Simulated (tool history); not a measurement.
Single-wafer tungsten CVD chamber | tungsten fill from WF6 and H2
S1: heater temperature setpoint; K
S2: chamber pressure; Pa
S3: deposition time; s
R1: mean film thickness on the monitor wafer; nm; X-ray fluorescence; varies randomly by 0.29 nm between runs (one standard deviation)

run 1 day=0 | S1=648.15 S2=4680 S3=26.9 | R1=51.549
run 2 day=0.342 | S1=650.15 S2=4693 S3=26.9 | R1=53.759
run 3 day=0.708 | S1=652.15 S2=4706 S3=26.9 | R1=55.79
run 4 day=1.058 | S1=652.15 S2=5146 S3=26.9 | R1=58.87
run 5 day=1.383 | S1=653.15 S2=5146 S3=26.9 | R1=59.195
run 6 day=1.504 | S1=654.15 S2=5146 S3=26.9 | R1=60.704
run 7 day=1.633 | S1=655.15 S2=5146 S3=26.9 | R1=61.336
run 8 day=1.725 | S1=656.15 S2=5146 S3=26.9 | R1=63.126

Forecast run 9:
run 9 day=1.812 | S1=657.15 S2=5160 S3=26.9 | R1=?

{"run 9": {"R1": 64.024}}

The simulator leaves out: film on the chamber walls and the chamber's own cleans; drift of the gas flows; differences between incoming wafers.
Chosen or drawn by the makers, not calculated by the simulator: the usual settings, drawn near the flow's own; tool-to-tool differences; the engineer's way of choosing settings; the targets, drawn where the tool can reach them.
